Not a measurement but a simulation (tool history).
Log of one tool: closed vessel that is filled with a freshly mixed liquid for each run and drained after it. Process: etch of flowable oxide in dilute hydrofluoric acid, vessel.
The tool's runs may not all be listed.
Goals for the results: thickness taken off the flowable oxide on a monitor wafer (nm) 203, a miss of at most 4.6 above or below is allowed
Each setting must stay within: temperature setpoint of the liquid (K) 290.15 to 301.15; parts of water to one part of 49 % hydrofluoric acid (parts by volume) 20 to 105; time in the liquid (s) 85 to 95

run	hour	temperature setpoint of the liquid (K)	parts of water to one part of 49 % hydrofluoric acid (parts by volume)	time in the liquid (s)	thickness taken off the flowable oxide on a monitor wafer (nm)
1	0	293.15	55	85	73.57
2	8	293.15	75	85	52.781
3	10.1	294.15	75	85	54.158
4	16.6	295.15	65	85	67.331
5	18.3	295.15	60	85	72.672
6	20	295.15	40	85	112.85
7	28.3	295.15	40	85	111.71
8	34.7	299.15	20	85	269.42
9	43	298.65	20	85	265.62
10	45.5	298.15	20	85	261.7
11	51.2	297.65	20	85	257.71
12	57.6	297.65	20	85	255.91
13	64.8	297.15	20	85	248.43
14	73.4	296.65	20	85	244.82
15	77	296.15	20	85	240.26
16	78.2	295.65	20	85	234.57
17	79.1	295.15	20	85	230.31
18	82.3	294.65	20	85	225.59
19	89.6	294.15	20	85	219.46
20	93.2	293.65	20	85	214.48

Exactly one of the 5 candidate moves below puts every result within its allowed miss. Which one?
A	96.8	292.15	20	85	?
B	96.8	293.65	25	95	?
C	96.8	294.15	25	95	?
D	96.8	293.65	20	90	?
E	96.8	292.15	20	95	?

move	thickness taken off the flowable oxide on a monitor wafer (nm)
A	202.3
B	191.91
C	196.08
D	228.65
E	226.1
A: every result within its allowed miss
B: takes the result that was furthest off past its target
C: takes the result that was furthest off past its target
D: lands further from the targets than the last run did
E: lands further from the targets than the last run did
The right move is A.

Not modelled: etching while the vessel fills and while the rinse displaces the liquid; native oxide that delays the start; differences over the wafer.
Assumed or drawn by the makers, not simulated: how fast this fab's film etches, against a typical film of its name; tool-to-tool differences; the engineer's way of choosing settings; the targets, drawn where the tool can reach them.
